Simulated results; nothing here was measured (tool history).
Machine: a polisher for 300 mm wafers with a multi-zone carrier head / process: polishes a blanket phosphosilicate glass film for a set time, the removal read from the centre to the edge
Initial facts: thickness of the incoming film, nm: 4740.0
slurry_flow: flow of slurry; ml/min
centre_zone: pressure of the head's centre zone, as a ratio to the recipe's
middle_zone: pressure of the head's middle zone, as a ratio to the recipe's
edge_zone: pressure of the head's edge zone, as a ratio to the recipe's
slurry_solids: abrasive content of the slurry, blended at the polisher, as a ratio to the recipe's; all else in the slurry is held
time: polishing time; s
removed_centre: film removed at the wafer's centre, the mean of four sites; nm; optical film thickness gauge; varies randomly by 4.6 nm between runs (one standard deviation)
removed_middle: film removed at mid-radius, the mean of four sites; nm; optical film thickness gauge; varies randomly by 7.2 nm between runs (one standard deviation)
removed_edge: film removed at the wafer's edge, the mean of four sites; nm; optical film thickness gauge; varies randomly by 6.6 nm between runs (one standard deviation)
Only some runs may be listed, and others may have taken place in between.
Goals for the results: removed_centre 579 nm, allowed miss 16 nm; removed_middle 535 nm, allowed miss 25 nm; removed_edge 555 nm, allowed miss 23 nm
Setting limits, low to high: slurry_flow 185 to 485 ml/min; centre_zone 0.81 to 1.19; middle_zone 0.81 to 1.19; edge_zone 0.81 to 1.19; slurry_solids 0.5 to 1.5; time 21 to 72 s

run	hour	slurry_flow	centre_zone	middle_zone	edge_zone	slurry_solids	time	removed_centre	removed_middle	removed_edge
1	0	310	1	1	1	1	46	377.58	365.28	390.2
2	6.1	310	1	1	1	1	52	426.89	410.91	418.68
3	11.9	310	1	1	1.05	1	52	416.7	406.94	437.87
4	20.7	315	1.03	1.02	1.06	1.05	52	447.1	423.64	449.55
# hour 27.8: slurry nozzle cleaned
5	27.8	320	1.04	1.04	1.08	1.1	52	481.05	468.43	475.94
6	34.8	320	1.04	1.12	1.08	1.1	52	486.92	484.19	466.49
7	38.3	320	1.04	1.12	1.08	1.1	52	483.85	476.98	477.21
8	47.2	325	1.05	1.11	1.1	1.15	52	497.13	473.3	490.58
9	56	325	1.06	1.12	1.11	1.2	52	510.9	494.21	502.8
10	61.6	330	1.07	1.13	1.12	1.2	52	511.42	482.92	485.04
11	65.3	330	1.07	1.13	1.12	1.25	52	516.87	508.76	516.53
12	70.3	330	1.08	1.13	1.13	1.25	52	523.55	499.79	503.24
13	79.2	335	1.09	1.13	1.14	1.3	52	534.35	522.9	518.72
14	86.6	330	1.1	1.11	1.15	1.3	52	537.4	509.07	527.57

Which single option among these 4 for the next run brings every result within its allowed miss of target? Just one does.
A	94	275	1.11	0.99	1.19	1.25	61	?	?	?
B	94	335	1.04	0.93	1.19	1.3	54	?	?	?
C	94	285	1.12	0.83	1.19	1.3	60	?	?	?
D	94	410	1.1	1.09	1.16	1.25	55	?	?	?

move	removed_centre	removed_middle	removed_edge
A	609.38	526.74	609.86
B	523.46	464.13	555.93
C	614.79	473.5	610.34
D	568.18	524.74	558.26
A: moves the result that the last run missed by most past its target, out the other side
B: lands further from the targets than the last run did
C: moves the result that the last run missed by most past its target, out the other side
D: all results land within tolerance of their targets
D is the move that brings every result within its allowed miss.
